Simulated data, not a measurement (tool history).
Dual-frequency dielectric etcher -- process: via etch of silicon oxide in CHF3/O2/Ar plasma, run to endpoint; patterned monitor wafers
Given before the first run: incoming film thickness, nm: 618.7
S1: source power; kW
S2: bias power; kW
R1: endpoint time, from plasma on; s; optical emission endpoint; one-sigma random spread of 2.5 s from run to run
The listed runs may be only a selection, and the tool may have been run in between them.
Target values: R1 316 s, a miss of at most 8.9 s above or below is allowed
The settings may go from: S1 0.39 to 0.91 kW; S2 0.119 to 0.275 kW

run  hour    S1     S2      R1
  1     0  0.65  0.197  260.61
  2   8.2  0.65   0.21  256.13
  3  12.7  0.56   0.21  286.38
  4  14.8  0.67   0.21  252.41
  5  16.3  0.63  0.207  266.56
  6  22.3  0.63  0.186  268.09
  7    27   0.6  0.184  281.67
  8  31.1  0.58  0.183   290.9
  9  33.4  0.57  0.182  290.37
 10  35.5  0.56  0.181   294.9
 11  37.7  0.46   0.17  342.46
 12  40.8  0.47  0.171  331.77
 13  44.7  0.47  0.171  343.71
 14  46.4  0.48  0.172   332.3
 15  47.7  0.49  0.172  328.81

Exercise: of the 4 proposed moves below, exactly one satisfies all targets within the stated allowed misses. Which move is it?
  A    49  0.44  0.182   ?
  B    49  0.44  0.149   ?
  C    49  0.48  0.169   ?
  D    49  0.53   0.16   ?

move      R1
   A  346.84
   B  364.29
   C  329.42
   D  310.28
A: further off than the last run
B: further off than the last run
C: as far off as the last run
D: all results in spec
Move D is the one to make.
